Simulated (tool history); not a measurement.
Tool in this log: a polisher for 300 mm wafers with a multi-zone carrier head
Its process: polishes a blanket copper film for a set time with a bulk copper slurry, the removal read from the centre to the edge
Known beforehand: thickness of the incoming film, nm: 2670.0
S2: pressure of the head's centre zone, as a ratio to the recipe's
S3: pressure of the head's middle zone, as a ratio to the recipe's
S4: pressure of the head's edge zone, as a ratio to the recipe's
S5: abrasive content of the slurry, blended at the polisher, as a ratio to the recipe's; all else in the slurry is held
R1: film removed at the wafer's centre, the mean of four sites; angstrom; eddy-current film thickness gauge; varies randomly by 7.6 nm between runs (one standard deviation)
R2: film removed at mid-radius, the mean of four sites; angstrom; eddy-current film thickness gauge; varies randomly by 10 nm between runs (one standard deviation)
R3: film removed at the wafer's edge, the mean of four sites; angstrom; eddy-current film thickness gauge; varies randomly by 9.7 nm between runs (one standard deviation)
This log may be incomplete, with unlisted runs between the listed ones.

Run 1, hour 0: flow of slurry (ml/min) 320, S2 1, S3 1, S4 1, S5 1, polishing time (s) 64. Result: R1 10963 angstrom, R2 10574 angstrom, R3 10998 angstrom.
Run 2, hour 1.7: flow of slurry (ml/min) 320, S2 1, S3 1.03, S4 1, S5 1, polishing time (s) 64. Result: R1 11043 angstrom, R2 10749 angstrom, R3 10872 angstrom.
Run 3, hour 4.5: flow of slurry (ml/min) 320, S2 1, S3 1.03, S4 1, S5 1.1, polishing time (s) 64. Result: R1 11235 angstrom, R2 10981 angstrom, R3 11112 angstrom.
Run 4, hour 6: flow of slurry (ml/min) 320, S2 1.03, S3 1.03, S4 1, S5 1.1, polishing time (s) 64. Result: R1 11491 angstrom, R2 10881 angstrom, R3 11081 angstrom.
Run 5, hour 7.7: flow of slurry (ml/min) 315, S2 1, S3 1, S4 1.02, S5 1.1, polishing time (s) 64. Result: R1 11135 angstrom, R2 11014 angstrom, R3 11197 angstrom.
Run 6, hour 8.5: flow of slurry (ml/min) 315, S2 1, S3 1, S4 1.02, S5 1.1, polishing time (s) 77. Result: R1 13411 angstrom, R2 13208 angstrom, R3 13324 angstrom.
Run 7, hour 15.3: flow of slurry (ml/min) 320, S2 0.98, S3 0.97, S4 1.05, S5 1, polishing time (s) 76. Result: R1 12794 angstrom, R2 12232 angstrom, R3 13373 angstrom.

For run 8, what comes out?
Run 8, hour 21.6: flow of slurry (ml/min) 270, S2 0.88, S3 0.87, S4 0.99, S5 0.75, polishing time (s) 73. Result: R1 ?, R2 ?, R3 ?.

Logged for run 8: R1 10231 angstrom, R2 10131 angstrom, R3 11766 angstrom.

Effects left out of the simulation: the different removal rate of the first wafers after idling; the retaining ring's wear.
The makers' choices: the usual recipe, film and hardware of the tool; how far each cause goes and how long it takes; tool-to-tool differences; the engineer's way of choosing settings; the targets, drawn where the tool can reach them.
